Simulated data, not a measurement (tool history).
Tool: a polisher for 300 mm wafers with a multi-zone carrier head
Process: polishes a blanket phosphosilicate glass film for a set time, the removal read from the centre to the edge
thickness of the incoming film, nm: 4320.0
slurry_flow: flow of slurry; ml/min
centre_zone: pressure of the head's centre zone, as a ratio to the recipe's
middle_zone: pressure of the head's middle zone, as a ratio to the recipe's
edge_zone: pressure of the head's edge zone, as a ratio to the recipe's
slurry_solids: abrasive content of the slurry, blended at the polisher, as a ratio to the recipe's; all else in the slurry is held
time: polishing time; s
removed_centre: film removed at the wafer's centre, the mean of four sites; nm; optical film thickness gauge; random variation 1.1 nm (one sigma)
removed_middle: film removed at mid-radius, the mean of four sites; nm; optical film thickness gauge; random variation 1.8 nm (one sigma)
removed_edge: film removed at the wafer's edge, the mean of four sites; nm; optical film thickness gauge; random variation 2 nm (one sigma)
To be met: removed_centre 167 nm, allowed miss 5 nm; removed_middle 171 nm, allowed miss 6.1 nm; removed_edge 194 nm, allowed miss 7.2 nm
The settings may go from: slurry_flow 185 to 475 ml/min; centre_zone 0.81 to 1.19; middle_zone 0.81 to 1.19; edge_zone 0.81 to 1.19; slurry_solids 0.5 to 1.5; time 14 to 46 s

run  hour  slurry_flow  centre_zone  middle_zone  edge_zone  slurry_solids  time  removed_centre  removed_middle  removed_edge
  1     0          305            1            1          1              1    30          241.46          241.35        243.79
  2   2.8          360            1            1          1              1    30          244.97          237.76        252.36
  3   9.8          360            1         1.03          1              1    30          241.16          252.39        249.45
  4  16.8          360         1.05         1.03          1              1    30          252.05          256.14        251.84
  5  22.6          360         1.05         1.03          1              1    33           274.4          278.98        275.67
  6  31.4          360         1.05         1.08          1              1    33          280.31          291.34        268.55
  7  32.5          355            1         1.04       0.99           0.85    32          245.76          250.42         251.4
  8  39.9          350         0.96         1.03       0.99           0.75    31          214.65          230.05        226.16
  9  48.7          345         0.93         0.99       0.98            0.7    31          203.95          208.98        216.02
     51.1  -- worn pad replaced by a new one
 10  51.1          345         0.93         0.99       0.98            0.7    31          218.82          223.22        227.56
 11  58.8          340         0.91         0.98       1.01           0.65    30          199.87          211.86        218.44
 12    67          350         0.88         0.95       1.01            0.6    29          182.88           188.6        200.87
 13  67.6          350         0.86         0.93       1.02           0.55    29          170.63          178.67        199.18

5 next moves are on the table. One of them brings every result within its allowed miss. Which?
  A  68.2          350         0.81         0.86       1.11           0.65    27               ?               ?             ?
  B  68.2          340         0.88         0.88       1.14            0.7    26               ?               ?             ?
  C  68.2          385         0.81         0.85       0.93            0.6    28               ?               ?             ?
  D  68.2          340         0.83         0.96       0.96            0.5    32               ?               ?             ?
  E  68.2          330         0.83         0.83       1.12            0.5    29               ?               ?             ?

move  removed_centre  removed_middle  removed_edge
   A          165.54          170.27        209.62
   B          174.15          172.92        211.88
   C          166.21          169.23        192.62
   D          173.15          192.05        200.76
   E          156.29          153.81        196.19
A: brings the result that was furthest off to its target, and leaves another outside
B: brings the result that was furthest off to its target, and leaves another outside
C: meets every target
D: further off than the last run
E: takes the result that was furthest off past its target
Answer: C
